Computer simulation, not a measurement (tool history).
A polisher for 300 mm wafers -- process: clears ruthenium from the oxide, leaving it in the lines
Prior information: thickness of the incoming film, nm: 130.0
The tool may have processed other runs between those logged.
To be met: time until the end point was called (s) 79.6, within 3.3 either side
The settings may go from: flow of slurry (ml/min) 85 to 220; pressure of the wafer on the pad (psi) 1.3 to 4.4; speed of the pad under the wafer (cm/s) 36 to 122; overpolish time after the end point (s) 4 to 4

run	hour	flow of slurry (ml/min)	pressure of the wafer on the pad (psi)	speed of the pad under the wafer (cm/s)	overpolish time after the end point (s)	time until the end point was called (s)
1	0	140	2.8	78	4	99.848
2	0.8	145	3	78	4	95.894
3	1.8	145	3.2	78	4	89.322
4	5.3	145	2.9	78	4	94.234
5	9.9	145	3.2	78	4	88.659
6	18	150	3.3	78	4	87.739
7	21.4	150	3.4	78	4	85.634
8	28.6	150	3.5	78	4	82.67

Pick the move, out of 5, that brings all results within their allowed miss; only one does.
A	35.8	160	3	82	4	?
B	35.8	155	3.4	76	4	?
C	35.8	160	2.7	98	4	?
D	35.8	145	4.1	64	4	?
E	35.8	155	3.8	70	4	?

move	time until the end point was called (s)
A	90.102
B	88.262
C	82.728
D	89.936
E	87.126
A: the biggest miss grows against the last run
B: the biggest miss grows against the last run
C: hits every target within its allowed miss
D: the biggest miss grows against the last run
E: the biggest miss grows against the last run
So the answer is move C, the one that meets all the targets.
